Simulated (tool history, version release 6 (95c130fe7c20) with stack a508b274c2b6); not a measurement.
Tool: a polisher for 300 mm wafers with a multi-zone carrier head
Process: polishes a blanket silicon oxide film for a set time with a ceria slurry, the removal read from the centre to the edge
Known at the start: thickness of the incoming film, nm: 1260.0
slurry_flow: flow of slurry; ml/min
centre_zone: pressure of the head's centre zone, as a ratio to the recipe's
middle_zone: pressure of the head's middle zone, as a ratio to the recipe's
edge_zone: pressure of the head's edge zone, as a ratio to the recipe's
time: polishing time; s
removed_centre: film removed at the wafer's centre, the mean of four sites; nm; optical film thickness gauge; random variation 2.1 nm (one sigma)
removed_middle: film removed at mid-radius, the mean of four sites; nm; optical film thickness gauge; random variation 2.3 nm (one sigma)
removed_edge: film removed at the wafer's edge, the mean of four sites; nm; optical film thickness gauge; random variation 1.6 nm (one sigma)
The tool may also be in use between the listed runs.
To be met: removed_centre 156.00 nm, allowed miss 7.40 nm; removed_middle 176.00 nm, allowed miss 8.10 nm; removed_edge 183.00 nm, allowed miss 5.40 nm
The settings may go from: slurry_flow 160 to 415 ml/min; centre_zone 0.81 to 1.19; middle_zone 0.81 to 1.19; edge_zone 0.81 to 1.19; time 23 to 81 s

Run 1, day 0.000: slurry_flow 265 ml/min, centre_zone 1.00, middle_zone 1.00, edge_zone 1.00, time 52 s. Result: removed_centre 188.62 nm, removed_middle 192.83 nm, removed_edge 185.67 nm.
Run 2, day 0.129: slurry_flow 255 ml/min, centre_zone 0.96, middle_zone 0.98, edge_zone 1.01, time 52 s. Result: removed_centre 180.75 nm, removed_middle 186.14 nm, removed_edge 186.69 nm.
Run 3, day 0.233: slurry_flow 255 ml/min, centre_zone 0.96, middle_zone 0.92, edge_zone 1.01, time 52 s. Result: removed_centre 177.67 nm, removed_middle 180.60 nm, removed_edge 184.85 nm.
Run 4, day 0.421: slurry_flow 255 ml/min, centre_zone 0.96, middle_zone 0.92, edge_zone 1.01, time 62 s. Result: removed_centre 213.95 nm, removed_middle 213.24 nm, removed_edge 218.15 nm.
Run 5, day 0.625: slurry_flow 255 ml/min, centre_zone 0.96, middle_zone 0.92, edge_zone 1.01, time 71 s. Result: removed_centre 249.14 nm, removed_middle 244.93 nm, removed_edge 251.12 nm.
Run 6, day 0.775: slurry_flow 245 ml/min, centre_zone 0.92, middle_zone 0.91, edge_zone 0.99, time 66 s. Result: removed_centre 218.33 nm, removed_middle 218.39 nm, removed_edge 231.13 nm.
Run 7, day 0.983: slurry_flow 250 ml/min, centre_zone 0.89, middle_zone 0.93, edge_zone 0.98, time 62 s. Result: removed_centre 194.90 nm, removed_middle 221.12 nm, removed_edge 214.18 nm.
Run 8, day 1.079: slurry_flow 235 ml/min, centre_zone 0.87, middle_zone 0.90, edge_zone 0.97, time 60 s. Result: removed_centre 185.32 nm, removed_middle 203.35 nm, removed_edge 207.38 nm.
Run 9, day 1.183: slurry_flow 230 ml/min, centre_zone 0.86, middle_zone 0.89, edge_zone 0.96, time 58 s. Result: removed_centre 178.62 nm, removed_middle 193.00 nm, removed_edge 196.72 nm.
Run 10, day 1.229: slurry_flow 230 ml/min, centre_zone 0.85, middle_zone 0.88, edge_zone 0.97, time 57 s. Result: removed_centre 173.85 nm, removed_middle 186.71 nm, removed_edge 196.65 nm.
At day 1.412: edge zone pressure recalibrated.
Run 11, day 1.412: slurry_flow 205 ml/min, centre_zone 0.81, middle_zone 0.89, edge_zone 0.94, time 54 s. Result: removed_centre 154.47 nm, removed_middle 175.52 nm, removed_edge 191.87 nm.
Run 12, day 1.504: slurry_flow 215 ml/min, centre_zone 0.81, middle_zone 0.89, edge_zone 0.93, time 54 s. Result: removed_centre 154.61 nm, removed_middle 176.03 nm, removed_edge 189.11 nm.
Run 13, day 1.729: slurry_flow 225 ml/min, centre_zone 0.82, middle_zone 0.89, edge_zone 0.92, time 54 s. Result: removed_centre 155.48 nm, removed_middle 182.41 nm, removed_edge 189.51 nm.

5 next moves are on the table. One of them brings every result within its allowed miss. Which?
Run A, day 1.954: slurry_flow 160 ml/min, centre_zone 0.87, middle_zone 0.87, edge_zone 1.02, time 54 s. Result: removed_centre ?, removed_middle ?, removed_edge ?.
Run B, day 1.954: slurry_flow 190 ml/min, centre_zone 0.81, middle_zone 0.94, edge_zone 0.90, time 57 s. Result: removed_centre ?, removed_middle ?, removed_edge ?.
Run C, day 1.954: slurry_flow 245 ml/min, centre_zone 0.81, middle_zone 1.00, edge_zone 0.93, time 53 s. Result: removed_centre ?, removed_middle ?, removed_edge ?.
Run D, day 1.954: slurry_flow 260 ml/min, centre_zone 0.83, middle_zone 0.91, edge_zone 0.90, time 52 s. Result: removed_centre ?, removed_middle ?, removed_edge ?.
Run E, day 1.954: slurry_flow 195 ml/min, centre_zone 0.81, middle_zone 0.88, edge_zone 0.91, time 57 s. Result: removed_centre ?, removed_middle ?, removed_edge ?.

move  removed_centre  removed_middle  removed_edge
   A          159.16          170.80        195.85
   B          160.26          196.57        197.80
   C          153.82          197.98        190.50
   D          155.59          180.53        185.14
   E          160.75          186.65        199.41
A: further off than the last run
B: further off than the last run
C: further off than the last run
D: meets every target
E: further off than the last run
The right move is D.
